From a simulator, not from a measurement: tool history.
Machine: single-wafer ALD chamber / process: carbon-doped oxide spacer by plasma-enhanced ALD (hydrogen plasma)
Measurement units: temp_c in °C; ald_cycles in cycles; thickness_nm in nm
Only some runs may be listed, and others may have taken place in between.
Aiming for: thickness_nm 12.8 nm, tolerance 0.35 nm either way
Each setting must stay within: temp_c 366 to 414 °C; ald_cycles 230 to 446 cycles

run	hour	temp_c	ald_cycles	thickness_nm
1	0	390	338	17.046
2	4.4	390	322	16.166
3	6.2	383	322	16.212
4	13	383	309	15.572
5	18.4	383	298	14.965
6	23.7	383	290	14.547
7	31.8	383	284	14.348
8	38.1	383	278	13.932
9	39.9	383	274	13.805
10	43.1	383	270	13.624
11	52.7	383	267	13.414
12	62.1	383	265	13.32

Which single option among these 5 for the next run brings every result within its allowed miss of target? Just one does.
A	71.5	381	275	?
B	71.5	384	279	?
C	71.5	373	253	?
D	71.5	392	238	?
E	71.5	396	236	?

move	thickness_nm
A	13.775
B	13.975
C	12.673
D	11.922
E	11.821
A: further off than the last run
B: further off than the last run
C: hits every target within its allowed miss
D: moves the result that the last run missed by most past its target, out the other side
E: moves the result that the last run missed by most past its target, out the other side
The move that meets every target is C.
